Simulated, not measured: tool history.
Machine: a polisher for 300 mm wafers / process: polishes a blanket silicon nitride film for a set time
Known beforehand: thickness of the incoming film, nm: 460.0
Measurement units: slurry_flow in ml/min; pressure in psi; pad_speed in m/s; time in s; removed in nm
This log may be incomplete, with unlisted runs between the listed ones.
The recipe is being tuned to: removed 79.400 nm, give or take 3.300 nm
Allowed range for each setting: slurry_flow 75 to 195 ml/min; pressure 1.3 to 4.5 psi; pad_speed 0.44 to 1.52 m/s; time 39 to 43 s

| run | hour | slurry_flow | pressure | pad_speed | time | removed |
|---|---|---|---|---|---|---|
| 1 | 0.0 | 125 | 2.9 | 0.98 | 43 | 59.624 |
| 2 | 6.8 | 125 | 2.9 | 1.14 | 43 | 66.415 |
| 3 | 11.6 | 125 | 2.9 | 1.14 | 39 | 61.725 |
| 4 | 12.2 | 125 | 2.9 | 0.96 | 39 | 52.914 |
| 5 | 15.9 | 130 | 3.0 | 0.96 | 39 | 56.276 |
| 6 | 20.3 | 130 | 2.7 | 0.96 | 39 | 50.902 |
| 7 | 25.5 | 150 | 3.5 | 1.00 | 39 | 64.851 |
| 8 | 29.2 | 150 | 3.6 | 1.00 | 39 | 66.996 |
| 9 | 33.5 | 165 | 4.1 | 1.02 | 39 | 76.026 |

Of the 5 settings listed for the next run, only one would bring every result within its allowed miss of target. Which one?
| A | 37.8 | 140 | 4.5 | 1.06 | 43 | ? |
| B | 37.8 | 190 | 4.3 | 1.10 | 40 | ? |
| C | 37.8 | 150 | 4.5 | 0.86 | 41 | ? |
| D | 37.8 | 155 | 4.2 | 1.06 | 39 | ? |
| E | 37.8 | 160 | 4.1 | 0.94 | 39 | ? |

| move | removed |
|---|---|
| A | 89.490 |
| B | 86.846 |
| C | 73.040 |
| D | 78.343 |
| E | 70.238 |
A: carries the result that was furthest off beyond its target, to the other side
B: carries the result that was furthest off beyond its target, to the other side
C: misses by more than the last run did
D: all results in spec
E: misses by more than the last run did
Answer: D

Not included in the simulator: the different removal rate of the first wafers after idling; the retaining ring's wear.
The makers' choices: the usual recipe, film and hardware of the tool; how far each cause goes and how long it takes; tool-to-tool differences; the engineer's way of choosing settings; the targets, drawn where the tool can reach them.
